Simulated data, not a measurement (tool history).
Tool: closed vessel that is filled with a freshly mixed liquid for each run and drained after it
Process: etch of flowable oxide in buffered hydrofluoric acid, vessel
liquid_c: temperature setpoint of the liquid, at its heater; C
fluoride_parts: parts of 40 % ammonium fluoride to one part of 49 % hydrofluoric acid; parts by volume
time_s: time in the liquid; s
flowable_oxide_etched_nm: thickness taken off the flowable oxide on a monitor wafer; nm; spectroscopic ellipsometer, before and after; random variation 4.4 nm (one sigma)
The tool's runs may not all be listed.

Run 1, hour 0.0: liquid_c 25.0 C, fluoride_parts 19.0 parts by volume, time_s 105 s. Result: flowable_oxide_etched_nm 276.97 nm.
Run 2, hour 2.9: liquid_c 25.0 C, fluoride_parts 19.0 parts by volume, time_s 105 s. Result: flowable_oxide_etched_nm 275.82 nm.
Run 3, hour 11.4: liquid_c 28.0 C, fluoride_parts 19.0 parts by volume, time_s 105 s. Result: flowable_oxide_etched_nm 318.38 nm.
Run 4, hour 18.5: liquid_c 28.0 C, fluoride_parts 19.0 parts by volume, time_s 105 s. Result: flowable_oxide_etched_nm 322.58 nm.
Run 5, hour 19.8: liquid_c 24.5 C, fluoride_parts 19.0 parts by volume, time_s 105 s. Result: flowable_oxide_etched_nm 266.51 nm.
Run 6, hour 24.8: liquid_c 27.0 C, fluoride_parts 15.0 parts by volume, time_s 105 s. Result: flowable_oxide_etched_nm 386.61 nm.

Run 7 comes next. What will it give?
Run 7, hour 29.0: liquid_c 28.5 C, fluoride_parts 13.5 parts by volume, time_s 105 s. Result: flowable_oxide_etched_nm ?.

Run 7 gave flowable_oxide_etched_nm 462.93 nm.
